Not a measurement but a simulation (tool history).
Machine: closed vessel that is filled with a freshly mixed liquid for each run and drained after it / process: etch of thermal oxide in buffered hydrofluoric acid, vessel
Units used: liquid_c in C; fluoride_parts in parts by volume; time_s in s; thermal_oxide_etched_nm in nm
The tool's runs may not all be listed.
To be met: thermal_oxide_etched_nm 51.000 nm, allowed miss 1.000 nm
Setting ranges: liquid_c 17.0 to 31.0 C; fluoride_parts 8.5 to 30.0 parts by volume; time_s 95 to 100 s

run,hour,liquid_c,fluoride_parts,time_s,thermal_oxide_etched_nm
1,0.0,23.0,23.5,95,43.546
2,5.0,23.5,23.5,95,44.912
3,11.3,22.0,23.5,95,41.400
4,14.7,23.0,23.5,95,43.452
5,18.1,23.5,23.5,95,44.904
6,25.3,23.5,30.0,95,38.150
7,34.5,24.5,30.0,95,40.086
8,36.1,25.5,30.0,95,41.864
9,44.5,26.5,30.0,95,44.462
10,45.3,27.0,30.0,95,45.844
11,51.7,27.5,30.0,95,47.367

Which one of the following 4 next-run settings gets every result inside its allowed miss? There is exactly one.
A,58.1,26.5,25.0,100,?
B,58.1,27.5,28.5,95,?
C,58.1,28.5,29.5,100,?
D,58.1,27.0,25.5,95,?

move,thermal_oxide_etched_nm
A,53.179
B,48.743
C,52.882
D,51.203
A: takes the result that was furthest off past its target
B: an improvement on the last run, though not all results are within tolerance
C: takes the result that was furthest off past its target
D: every result lands within tolerance
Move D is the one to make.
